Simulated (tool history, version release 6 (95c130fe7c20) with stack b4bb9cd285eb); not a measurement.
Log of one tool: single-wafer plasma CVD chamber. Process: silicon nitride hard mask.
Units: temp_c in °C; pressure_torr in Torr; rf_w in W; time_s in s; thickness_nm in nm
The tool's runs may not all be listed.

run 1 day=0.000 | temp_c=410 pressure_torr=1.13 rf_w=235 time_s=42.2 | thickness_nm=38.429
run 2 day=0.104 | temp_c=410 pressure_torr=1.28 rf_w=235 time_s=42.2 | thickness_nm=39.989
run 3 day=0.358 | temp_c=410 pressure_torr=1.28 rf_w=235 time_s=42.2 | thickness_nm=39.936
run 4 day=0.571 | temp_c=401 pressure_torr=1.28 rf_w=235 time_s=42.2 | thickness_nm=39.943
run 5 day=0.879 | temp_c=401 pressure_torr=1.37 rf_w=235 time_s=42.2 | thickness_nm=40.576
run 6 day=1.212 | temp_c=401 pressure_torr=1.37 rf_w=215 time_s=42.2 | thickness_nm=37.864
run 7 day=1.558 | temp_c=401 pressure_torr=1.32 rf_w=215 time_s=42.2 | thickness_nm=37.461
-- day=1.662 thermocouple changed; heater temperature recalibrated
run 8 day=1.662 | temp_c=401 pressure_torr=1.32 rf_w=215 time_s=42.2 | thickness_nm=37.408
run 9 day=2.021 | temp_c=401 pressure_torr=1.27 rf_w=215 time_s=42.2 | thickness_nm=37.191
run 10 day=2.183 | temp_c=401 pressure_torr=1.23 rf_w=215 time_s=42.2 | thickness_nm=36.830

The next listed run, before its measurement:
run 11 day=2.242 | temp_c=401 pressure_torr=1.19 rf_w=215 time_s=42.2 | thickness_nm=?

thickness_nm: 36.810 nm
